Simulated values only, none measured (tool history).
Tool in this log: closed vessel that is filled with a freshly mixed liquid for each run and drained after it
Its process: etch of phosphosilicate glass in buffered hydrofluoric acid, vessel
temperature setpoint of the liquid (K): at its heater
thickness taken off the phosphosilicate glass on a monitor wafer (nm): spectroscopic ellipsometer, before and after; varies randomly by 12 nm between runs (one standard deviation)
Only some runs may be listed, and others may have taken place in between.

run  hour  temperature setpoint of the liquid (K)  parts of 40 % ammonium fluoride to one part of 49 % hydrofluoric acid (parts by volume)  time in the liquid (s)  thickness taken off the phosphosilicate glass on a monitor wafer (nm)
  1     0                                  297.15                                                                                      8.5                      90                                                                 921.25
  2   1.1                                  299.65                                                                                      7.5                      90                                                                 1224.3
  3   6.1                                  299.65                                                                                      7.5                      95                                                                 1272.6
  4  15.3                                  299.65                                                                                      9.5                      95                                                                 1007.5
  5  17.8                                  301.15                                                                                      8.5                      95                                                                 1209.8
  6  21.7                                  302.15                                                                                        8                      95                                                                   1379
       31  -- thermometer replaced
  7    31                                  303.15                                                                                      7.5                      95                                                                 1675.3
  8  36.8                                  303.65                                                                                      7.5                      95                                                                 1707.3
  9  40.4                                  304.15                                                                                      7.5                      95                                                                 1734.8
 10  44.1                                  304.65                                                                                      7.5                      95                                                                   1799

What does the tool deliver on the next run?
 11  49.1                                  305.15                                                                                      7.5                      95                                                                      ?

{"run 11": {"thickness taken off the phosphosilicate glass on a monitor wafer (nm)": 1858.1}}
